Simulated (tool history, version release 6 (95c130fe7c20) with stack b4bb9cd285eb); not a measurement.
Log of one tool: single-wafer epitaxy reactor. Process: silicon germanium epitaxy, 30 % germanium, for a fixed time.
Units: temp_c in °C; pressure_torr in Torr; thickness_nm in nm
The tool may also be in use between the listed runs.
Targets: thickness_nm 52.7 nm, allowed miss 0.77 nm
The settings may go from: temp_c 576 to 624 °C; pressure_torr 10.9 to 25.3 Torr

run,hour,temp_c,pressure_torr,thickness_nm
1,0,600,18.1,58.052
2,5.6,589,18.1,45.65
3,9.2,589,15.5,42.687
4,14.2,579,15.5,34.339
5,18.9,579,17.4,36.218
6,25.6,589,17.4,45.021
7,29.2,590,17.4,45.878
8,35.4,591,17.4,46.869
9,41.8,592,17.4,48.11
10,45.5,598,17.5,54.437

5 next moves are on the table. One of them brings every result within its allowed miss. Which?
A,49.2,600,17.2,?
B,49.2,599,16.7,?
C,49.2,591,20.7,?
D,49.2,598,18.3,?
E,49.2,603,12.9,?

move,thickness_nm
A,56.464
B,54.588
C,50.623
D,55.641
E,52.874
A: further off than the last run
B: further off than the last run
C: takes the result that was furthest off past its target
D: further off than the last run
E: meets every target
Move E is the one to make.
